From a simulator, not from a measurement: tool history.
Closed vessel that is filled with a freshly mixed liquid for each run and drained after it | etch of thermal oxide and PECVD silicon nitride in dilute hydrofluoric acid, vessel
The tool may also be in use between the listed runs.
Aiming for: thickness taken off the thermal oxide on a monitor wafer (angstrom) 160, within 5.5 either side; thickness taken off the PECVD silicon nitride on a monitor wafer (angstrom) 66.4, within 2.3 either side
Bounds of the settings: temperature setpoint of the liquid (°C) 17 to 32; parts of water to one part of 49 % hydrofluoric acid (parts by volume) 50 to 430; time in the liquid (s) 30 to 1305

| run | day | temperature setpoint of the liquid (°C) | parts of water to one part of 49 % hydrofluoric acid (parts by volume) | time in the liquid (s) | thickness taken off the thermal oxide on a monitor wafer (angstrom) | thickness taken off the PECVD silicon nitride on a monitor wafer (angstrom) |
|---|---|---|---|---|---|---|
| 1 | 0 | 24 | 240 | 665 | 101.72 | 49.862 |
| 2 | 0.238 | 22.5 | 240 | 665 | 97.139 | 45.495 |
| 3 | 0.412 | 25.5 | 240 | 665 | 105.14 | 53.573 |
| 4 | 0.504 | 25 | 225 | 655 | 111.78 | 53.702 |
| 5 | 0.608 | 25 | 215 | 640 | 114.82 | 57.405 |
| 6 | 0.925 | 25 | 215 | 415 | 75.933 | 36.814 |
| 7 | 1.129 | 25 | 195 | 405 | 81.775 | 39.655 |
| 8 | 1.383 | 25 | 175 | 405 | 94.681 | 43.733 |
| 9 | 1.554 | 25 | 160 | 395 | 102.76 | 46.252 |
| 10 | 1.762 | 26.5 | 65 | 290 | 219.83 | 91.814 |
| 11 | 2.062 | 26 | 70 | 295 | 202.64 | 85.36 |
| 12 | 2.258 | 25.5 | 75 | 300 | 188.97 | 77.444 |
| 13 | 2.558 | 25.5 | 80 | 305 | 180.02 | 74.443 |

Next run, 4 choices. One meets every target within its allowed miss, the rest don't. Which?
| A | 2.858 | 21 | 50 | 215 | ? | ? |
| B | 2.858 | 23.5 | 110 | 425 | ? | ? |
| C | 2.858 | 22.5 | 60 | 250 | ? | ? |
| D | 2.858 | 19.5 | 70 | 325 | ? | ? |

| move | thickness taken off the thermal oxide on a monitor wafer (angstrom) | thickness taken off the PECVD silicon nitride on a monitor wafer (angstrom) |
|---|---|---|
| A | 173.55 | 61.738 |
| B | 160.55 | 66.701 |
| C | 176.81 | 66.576 |
| D | 171.77 | 60.617 |
A: an improvement on the last run, though not all results are within tolerance
B: all results in spec
C: an improvement on the last run, though not all results are within tolerance
D: an improvement on the last run, though not all results are within tolerance
So the answer is move B, the one that meets all the targets.
